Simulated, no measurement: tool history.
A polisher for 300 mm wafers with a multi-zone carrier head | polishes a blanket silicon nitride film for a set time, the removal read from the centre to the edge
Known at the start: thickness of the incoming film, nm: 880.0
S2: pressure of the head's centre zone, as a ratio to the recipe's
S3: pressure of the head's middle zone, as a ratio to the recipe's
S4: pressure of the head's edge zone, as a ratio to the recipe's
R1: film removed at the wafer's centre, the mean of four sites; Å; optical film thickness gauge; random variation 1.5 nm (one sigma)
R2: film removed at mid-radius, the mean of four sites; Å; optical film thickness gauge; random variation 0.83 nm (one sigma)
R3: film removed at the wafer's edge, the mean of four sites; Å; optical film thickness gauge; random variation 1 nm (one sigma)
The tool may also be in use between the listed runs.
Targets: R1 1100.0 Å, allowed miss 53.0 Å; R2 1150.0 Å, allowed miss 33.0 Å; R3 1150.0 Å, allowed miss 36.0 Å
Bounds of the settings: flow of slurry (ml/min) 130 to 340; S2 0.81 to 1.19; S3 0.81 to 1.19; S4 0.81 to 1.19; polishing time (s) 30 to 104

run 1 hour=0.0 | flow_of_slurry_(ml/min)=220 S2=1.00 S3=1.00 S4=1.00 polishing_time_(s)=67 | R1=1663.3 R2=1676.0 R3=1652.1
run 2 hour=7.0 | flow_of_slurry_(ml/min)=220 S2=1.00 S3=1.00 S4=1.00 polishing_time_(s)=56 | R1=1363.4 R2=1417.5 R3=1378.8
run 3 hour=13.6 | flow_of_slurry_(ml/min)=185 S2=1.00 S3=1.00 S4=1.00 polishing_time_(s)=56 | R1=1359.6 R2=1369.4 R3=1363.0
run 4 hour=15.5 | flow_of_slurry_(ml/min)=185 S2=0.98 S3=0.99 S4=0.98 polishing_time_(s)=55 | R1=1313.6 R2=1344.4 R3=1315.6
run 5 hour=21.9 | flow_of_slurry_(ml/min)=185 S2=0.98 S3=0.99 S4=0.95 polishing_time_(s)=55 | R1=1327.8 R2=1345.5 R3=1305.5
run 6 hour=25.2 | flow_of_slurry_(ml/min)=180 S2=0.96 S3=0.97 S4=0.94 polishing_time_(s)=54 | R1=1270.1 R2=1298.9 R3=1266.4
run 7 hour=33.5 | flow_of_slurry_(ml/min)=175 S2=0.94 S3=0.95 S4=0.93 polishing_time_(s)=53 | R1=1214.6 R2=1237.4 R3=1246.4
run 8 hour=39.5 | flow_of_slurry_(ml/min)=170 S2=0.93 S3=0.95 S4=0.92 polishing_time_(s)=53 | R1=1183.9 R2=1239.8 R3=1232.0
run 9 hour=44.6 | flow_of_slurry_(ml/min)=165 S2=0.92 S3=0.94 S4=0.91 polishing_time_(s)=53 | R1=1177.6 R2=1217.7 R3=1213.8
run 10 hour=49.1 | flow_of_slurry_(ml/min)=160 S2=0.91 S3=0.93 S4=0.90 polishing_time_(s)=53 | R1=1151.9 R2=1199.3 R3=1211.2
run 11 hour=50.4 | flow_of_slurry_(ml/min)=155 S2=0.91 S3=0.93 S4=0.89 polishing_time_(s)=53 | R1=1123.5 R2=1205.1 R3=1198.5
run 12 hour=56.0 | flow_of_slurry_(ml/min)=155 S2=0.91 S3=0.92 S4=0.88 polishing_time_(s)=53 | R1=1122.3 R2=1178.6 R3=1187.0

Which of these 4 next moves meets every target?
run A hour=61.6 | flow_of_slurry_(ml/min)=240 S2=0.86 S3=0.87 S4=0.81 polishing_time_(s)=51 | R1=? R2=? R3=?
run B hour=61.6 | flow_of_slurry_(ml/min)=170 S2=0.94 S3=0.96 S4=0.81 polishing_time_(s)=49 | R1=? R2=? R3=?
run C hour=61.6 | flow_of_slurry_(ml/min)=145 S2=0.91 S3=1.02 S4=0.81 polishing_time_(s)=53 | R1=? R2=? R3=?
run D hour=61.6 | flow_of_slurry_(ml/min)=175 S2=0.91 S3=1.00 S4=0.92 polishing_time_(s)=51 | R1=? R2=? R3=?

move=A R1=1096.8 R2=1137.9 R3=1151.9
move=B R1=1105.1 R2=1141.6 R3=1074.6
move=C R1=1131.4 R2=1273.9 R3=1144.6
move=D R1=1117.9 R2=1234.1 R3=1185.3
A: meets every target
B: takes the result that was furthest off past its target
C: brings the result that was furthest off to its target, and leaves another outside
D: brings the result that was furthest off to its target, and leaves another outside
Answer: A
